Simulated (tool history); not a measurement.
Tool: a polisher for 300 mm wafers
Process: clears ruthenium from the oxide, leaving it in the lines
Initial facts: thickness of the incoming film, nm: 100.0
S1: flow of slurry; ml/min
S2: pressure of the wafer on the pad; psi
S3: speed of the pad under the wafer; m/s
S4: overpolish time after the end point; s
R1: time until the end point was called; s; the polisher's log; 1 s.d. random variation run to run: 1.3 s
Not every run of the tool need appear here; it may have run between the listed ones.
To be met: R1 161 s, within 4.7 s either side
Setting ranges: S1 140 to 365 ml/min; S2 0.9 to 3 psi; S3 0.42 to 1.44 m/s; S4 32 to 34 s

| run | day | S1 | S2 | S3 | S4 | R1 |
|---|---|---|---|---|---|---|
| 1 | 0 | 235 | 1.9 | 0.92 | 32 | 113.02 |
| 2 | 0.267 | 235 | 1.9 | 1.14 | 32 | 93.637 |
| 3 | 0.383 | 235 | 1.9 | 1.28 | 32 | 82.738 |
| 4 | 0.658 | 235 | 1.9 | 1.28 | 32 | 82.233 |
| 5 | 0.979 | 235 | 1.7 | 1.26 | 32 | 94.037 |
| 6 | 1.192 | 235 | 1.6 | 1.24 | 32 | 100.37 |
| 7 | 1.292 | 235 | 1.5 | 1.22 | 32 | 110.59 |
| 8 | 1.475 | 235 | 1.4 | 1.22 | 32 | 117.08 |
| 9 | 1.833 | 235 | 1.3 | 1.22 | 32 | 124.42 |
| 10 | 1.925 | 235 | 1.2 | 1.22 | 32 | 134.65 |

Of the 4 settings listed for the next run, only one would bring every result within its allowed miss of target. Which one?
| A | 2.017 | 205 | 1.2 | 1.14 | 32 | ? |
| B | 2.017 | 270 | 1.1 | 1.2 | 34 | ? |
| C | 2.017 | 195 | 1.3 | 1.26 | 32 | ? |
| D | 2.017 | 195 | 1.2 | 1.04 | 34 | ? |

| move | R1 |
|---|---|
| A | 148.43 |
| B | 147.23 |
| C | 126.21 |
| D | 163.36 |
A: moves toward the targets from the last run without getting all of them in spec
B: moves toward the targets from the last run without getting all of them in spec
C: misses by more than the last run did
D: hits every target within its allowed miss
Move D is the one to make.
